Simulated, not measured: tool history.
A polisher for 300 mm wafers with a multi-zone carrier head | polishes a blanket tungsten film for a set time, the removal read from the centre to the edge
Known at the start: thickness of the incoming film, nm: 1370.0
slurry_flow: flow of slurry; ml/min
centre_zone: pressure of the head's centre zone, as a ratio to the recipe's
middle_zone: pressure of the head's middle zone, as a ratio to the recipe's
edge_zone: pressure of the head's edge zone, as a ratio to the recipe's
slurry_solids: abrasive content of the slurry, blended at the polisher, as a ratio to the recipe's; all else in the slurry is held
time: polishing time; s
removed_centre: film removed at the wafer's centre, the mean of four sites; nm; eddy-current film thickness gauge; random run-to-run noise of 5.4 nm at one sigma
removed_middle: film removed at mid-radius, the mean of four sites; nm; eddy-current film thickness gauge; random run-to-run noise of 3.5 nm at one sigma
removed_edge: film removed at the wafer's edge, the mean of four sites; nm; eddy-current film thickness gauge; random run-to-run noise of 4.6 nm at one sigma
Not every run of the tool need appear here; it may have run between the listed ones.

Run 1, hour 0: slurry_flow 135 ml/min, centre_zone 1, middle_zone 1, edge_zone 1, slurry_solids 1, time 87 s. Result: removed_centre 543.58 nm, removed_middle 533.19 nm, removed_edge 516.73 nm.
Run 2, hour 7.8: slurry_flow 130 ml/min, centre_zone 0.99, middle_zone 0.96, edge_zone 0.99, slurry_solids 0.9, time 84 s. Result: removed_centre 501.8 nm, removed_middle 488.69 nm, removed_edge 479.96 nm.
Run 3, hour 10.7: slurry_flow 130 ml/min, centre_zone 0.99, middle_zone 0.96, edge_zone 0.99, slurry_solids 0.8, time 84 s. Result: removed_centre 465.93 nm, removed_middle 469.16 nm, removed_edge 482.01 nm.
Run 4, hour 14.1: slurry_flow 125 ml/min, centre_zone 1.01, middle_zone 0.93, edge_zone 0.96, slurry_solids 0.75, time 81 s. Result: removed_centre 468.89 nm, removed_middle 422.75 nm, removed_edge 433.48 nm.
Run 5, hour 20.9: slurry_flow 125 ml/min, centre_zone 1.01, middle_zone 0.93, edge_zone 0.89, slurry_solids 0.75, time 81 s. Result: removed_centre 468.69 nm, removed_middle 431.35 nm, removed_edge 425.9 nm.
Run 6, hour 25.8: slurry_flow 120 ml/min, centre_zone 1, middle_zone 0.91, edge_zone 0.89, slurry_solids 0.7, time 80 s. Result: removed_centre 436.21 nm, removed_middle 412.65 nm, removed_edge 411.65 nm.
Run 7, hour 32.6: slurry_flow 115 ml/min, centre_zone 1, middle_zone 0.89, edge_zone 0.9, slurry_solids 0.65, time 80 s. Result: removed_centre 422.24 nm, removed_middle 380.05 nm, removed_edge 403.53 nm.
Run 8, hour 34.2: slurry_flow 115 ml/min, centre_zone 1, middle_zone 0.89, edge_zone 0.9, slurry_solids 0.65, time 80 s. Result: removed_centre 419.53 nm, removed_middle 383.54 nm, removed_edge 393.58 nm.
Run 9, hour 39.5: slurry_flow 110 ml/min, centre_zone 0.99, middle_zone 0.88, edge_zone 0.92, slurry_solids 0.65, time 80 s. Result: removed_centre 415.52 nm, removed_middle 378.17 nm, removed_edge 405.78 nm.
Run 10, hour 41.5: slurry_flow 105 ml/min, centre_zone 0.99, middle_zone 0.87, edge_zone 0.91, slurry_solids 0.65, time 80 s. Result: removed_centre 412.27 nm, removed_middle 376.66 nm, removed_edge 396.33 nm.
Run 11, hour 48.3: slurry_flow 105 ml/min, centre_zone 0.99, middle_zone 0.86, edge_zone 0.91, slurry_solids 0.65, time 80 s. Result: removed_centre 397.52 nm, removed_middle 369.16 nm, removed_edge 394.3 nm.
Run 12, hour 52: slurry_flow 100 ml/min, centre_zone 0.99, middle_zone 0.85, edge_zone 0.91, slurry_solids 0.65, time 80 s. Result: removed_centre 409.98 nm, removed_middle 363.74 nm, removed_edge 391.17 nm.
Run 13, hour 59.5: slurry_flow 100 ml/min, centre_zone 0.98, middle_zone 0.84, edge_zone 0.91, slurry_solids 0.65, time 80 s. Result: removed_centre 410.8 nm, removed_middle 360.58 nm, removed_edge 396.2 nm.
Run 14, hour 65.2: slurry_flow 95 ml/min, centre_zone 0.97, middle_zone 0.84, edge_zone 0.91, slurry_solids 0.65, time 80 s. Result: removed_centre 389.67 nm, removed_middle 356.68 nm, removed_edge 390.94 nm.

Estimate the outcome of run 15 from the log above:
Run 15, hour 68.9: slurry_flow 95 ml/min, centre_zone 0.97, middle_zone 0.83, edge_zone 0.91, slurry_solids 0.65, time 80 s. Result: removed_centre ?, removed_middle ?, removed_edge ?.

Run 15 came out at removed_centre 406.3 nm, removed_middle 354.03 nm, removed_edge 392.26 nm.
